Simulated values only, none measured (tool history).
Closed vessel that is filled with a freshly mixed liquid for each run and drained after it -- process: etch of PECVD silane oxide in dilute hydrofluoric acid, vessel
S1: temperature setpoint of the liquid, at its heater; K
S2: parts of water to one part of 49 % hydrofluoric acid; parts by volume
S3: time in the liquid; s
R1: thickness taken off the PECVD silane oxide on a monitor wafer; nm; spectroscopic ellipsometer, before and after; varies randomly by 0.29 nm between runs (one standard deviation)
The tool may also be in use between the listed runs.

run,hour,S1,S2,S3,R1
1,0,297.15,55,85,42.488
2,3.4,299.65,55,85,47.133
3,9.3,299.65,55,95,52.541
4,17.7,300.65,55,95,54.242
5,22,301.15,55,95,55.238
6,26.9,301.15,40,95,77.873

Predict the results of run 7:
7,31.2,298.65,40,95,?

R1: 70.955 nm
